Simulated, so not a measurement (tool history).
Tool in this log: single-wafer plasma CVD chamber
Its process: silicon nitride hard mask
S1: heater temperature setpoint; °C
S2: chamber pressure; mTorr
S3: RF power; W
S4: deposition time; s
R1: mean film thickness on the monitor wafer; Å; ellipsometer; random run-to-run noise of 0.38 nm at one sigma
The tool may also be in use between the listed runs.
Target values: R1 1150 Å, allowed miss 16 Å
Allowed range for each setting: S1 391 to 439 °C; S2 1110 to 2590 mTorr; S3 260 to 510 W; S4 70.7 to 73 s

run	hour	S1	S2	S3	S4	R1
1	0	415	1850	385	70.7	1045.3
2	3	415	1850	365	70.7	1012.8
3	6.5	415	1850	365	73	1047.4
4	12.4	415	1970	365	73	1065.4
5	20.5	415	1970	325	73	970.36
6	26.1	415	2090	335	73	1017.3
7	30.3	415	2190	340	73	1035.3
8	34.6	415	2270	345	73	1059.8
9	36.5	415	2330	350	73	1080.5
10	40.4	415	2380	355	73	1101.7
11	43.5	415	2420	355	73	1106.8
12	50.1	415	2450	355	73	1110.5
13	55.3	415	2480	355	73	1117.7
14	58.5	415	2500	355	73	1113

Pick the move, out of 5, that brings all results within their allowed miss; only one does.
A	61.7	414	2470	365	71.4	?
B	61.7	410	2560	365	73	?
C	61.7	393	2580	355	72.2	?
D	61.7	405	2270	365	72.7	?
E	61.7	417	2480	365	71.3	?

move	R1
A	1110.6
B	1147
C	1120.4
D	1110.6
E	1108.8
A: its largest miss is bigger than the last run's
B: every result lands within tolerance
C: closer than the last run, but not yet in spec
D: its largest miss is bigger than the last run's
E: its largest miss is bigger than the last run's
Correct choice: B, which meets every target
